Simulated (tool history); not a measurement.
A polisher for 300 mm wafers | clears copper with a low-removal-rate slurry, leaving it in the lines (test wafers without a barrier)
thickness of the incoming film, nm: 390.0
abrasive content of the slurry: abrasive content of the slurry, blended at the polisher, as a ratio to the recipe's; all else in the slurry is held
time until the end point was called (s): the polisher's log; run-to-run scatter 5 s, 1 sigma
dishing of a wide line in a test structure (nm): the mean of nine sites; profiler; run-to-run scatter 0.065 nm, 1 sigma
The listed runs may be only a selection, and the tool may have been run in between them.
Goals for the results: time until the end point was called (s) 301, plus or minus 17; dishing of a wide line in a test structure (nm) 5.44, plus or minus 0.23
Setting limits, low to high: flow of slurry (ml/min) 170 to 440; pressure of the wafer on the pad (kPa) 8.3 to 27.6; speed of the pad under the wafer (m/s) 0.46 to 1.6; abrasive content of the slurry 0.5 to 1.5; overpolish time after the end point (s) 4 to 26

run  hour  flow of slurry (ml/min)  pressure of the wafer on the pad (kPa)  speed of the pad under the wafer (m/s)  abrasive content of the slurry  overpolish time after the end point (s)  time until the end point was called (s)  dishing of a wide line in a test structure (nm)
  1     0                      280                                    17.9                                    1.02                               1                                       13                                   107.95                                           29.499
  2     6                      280                                    17.9                                    0.78                               1                                       13                                   136.53                                           23.883
  3   9.2                      275                                    16.5                                    0.74                               1                                       12                                   154.81                                           19.344
  4  15.1                      270                                    15.9                                     0.7                               1                                       11                                   170.04                                           16.859
  5  18.8                      280                                    15.2                                    0.68                               1                                       10                                   184.13                                           14.397
  6  22.8                      295                                    14.5                                    0.66                               1                                        9                                    198.5                                            12.31
  7  27.9                      310                                    13.8                                    0.64                               1                                        8                                   210.66                                           10.411
  8  33.1                      330                                     9.7                                    0.46                            0.95                                        4                                    383.2                                           2.8467
  9  40.4                      325                                    10.3                                    0.46                            0.95                                        4                                   360.35                                                3
 10    44                      325                                    10.3                                    0.46                               1                                        4                                   370.98                                           3.0783
 11  45.4                      320                                      11                                    0.46                            1.05                                        4                                   332.64                                           3.3291
 12    47                      320                                    11.7                                    0.46                               1                                        4                                   326.73                                           3.4022
 13  53.8                      320                                    11.7                                    0.48                               1                                        4                                   306.35                                           3.5765
 14    62                      320                                    11.7                                     0.5                               1                                        4                                   290.39                                           3.7359
 15  63.3                      320                                    11.7                                    0.52                            1.05                                        6                                   288.98                                           5.5936

Pick the move, out of 5, that brings all results within their allowed miss; only one does.
  A  64.6                      280                                    12.4                                    0.52                            1.05                                        5                                        ?                                                ?
  B  64.6                      345                                    13.1                                    0.46                            1.15                                        5                                        ?                                                ?
  C  64.6                      325                                     9.7                                    0.64                             1.3                                        6                                        ?                                                ?
  D  64.6                      270                                    11.7                                    0.46                             0.9                                        7                                        ?                                                ?
  E  64.6                      300                                    12.4                                    0.46                            1.05                                        6                                        ?                                                ?

move  time until the end point was called (s)  dishing of a wide line in a test structure (nm)
   A                                   277.64                                           5.0343
   B                                   278.88                                           5.0147
   C                                   276.63                                           6.0207
   D                                   338.51                                             5.76
   E                                   304.51                                           5.4976
A: misses by more than the last run did
B: misses by more than the last run did
C: misses by more than the last run did
D: moves the result that the last run missed by most past its target, out the other side
E: each result inside its tolerance
The right move is E.
